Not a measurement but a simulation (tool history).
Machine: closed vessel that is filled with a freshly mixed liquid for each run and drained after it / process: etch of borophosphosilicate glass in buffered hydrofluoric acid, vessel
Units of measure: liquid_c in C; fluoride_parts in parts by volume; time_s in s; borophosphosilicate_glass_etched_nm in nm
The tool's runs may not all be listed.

run	hour	liquid_c	fluoride_parts	time_s	borophosphosilicate_glass_etched_nm
1	0	23	22.5	105	79.894
2	4.5	20	22.5	105	67.454
3	11.9	21	22.5	105	71.966
4	13.7	21	18	105	85.421
# hour 14.9: thermometer replaced
5	14.9	21.5	18	105	81.218
6	17.4	21.5	12.5	105	116.54
7	18.1	20.5	12.5	105	110.25

Predict the results of run 8:
8	24.1	20	12.5	105	?

{"run 8": {"borophosphosilicate_glass_etched_nm": 107.51}}
